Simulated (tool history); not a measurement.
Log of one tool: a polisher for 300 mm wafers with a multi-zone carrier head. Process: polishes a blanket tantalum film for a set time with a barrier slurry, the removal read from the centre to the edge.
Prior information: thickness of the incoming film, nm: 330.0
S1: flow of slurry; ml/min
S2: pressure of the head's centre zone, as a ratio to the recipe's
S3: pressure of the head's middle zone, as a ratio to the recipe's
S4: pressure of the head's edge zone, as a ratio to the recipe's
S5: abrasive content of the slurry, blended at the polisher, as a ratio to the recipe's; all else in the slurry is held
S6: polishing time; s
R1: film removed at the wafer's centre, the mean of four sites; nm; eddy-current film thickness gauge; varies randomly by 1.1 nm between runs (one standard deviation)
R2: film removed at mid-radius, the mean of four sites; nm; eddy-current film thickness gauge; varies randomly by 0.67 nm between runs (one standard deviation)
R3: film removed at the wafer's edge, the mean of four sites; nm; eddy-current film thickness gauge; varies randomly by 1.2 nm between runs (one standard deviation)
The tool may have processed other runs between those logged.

run 1 hour=0 | S1=205 S2=1 S3=1 S4=1 S5=1 S6=85 | R1=101.14 R2=103.21 R3=105.3
run 2 hour=1.6 | S1=205 S2=1 S3=1 S4=1 S5=0.9 S6=85 | R1=99.584 R2=101.49 R3=101.38
run 3 hour=2.4 | S1=205 S2=1 S3=1 S4=0.95 S5=0.9 S6=85 | R1=97.19 R2=101.49 R3=102.8
run 4 hour=5 | S1=200 S2=0.99 S3=0.98 S4=0.95 S5=0.8 S6=84 | R1=95.154 R2=95.958 R3=97.252
run 5 hour=9.7 | S1=165 S2=0.99 S3=0.98 S4=0.95 S5=0.8 S6=84 | R1=91.691 R2=94.626 R3=96.421
run 6 hour=10.6 | S1=160 S2=0.97 S3=0.97 S4=0.95 S5=0.75 S6=84 | R1=88.529 R2=92.408 R3=94.931

Run 7, settings as shown, results not yet in. Your forecast:
run 7 hour=14.5 | S1=160 S2=0.96 S3=0.96 S4=0.95 S5=0.7 S6=84 | R1=? R2=? R3=?

Run 7 produced R1 87.329 nm, R2 89.096 nm, R3 93.63 nm.
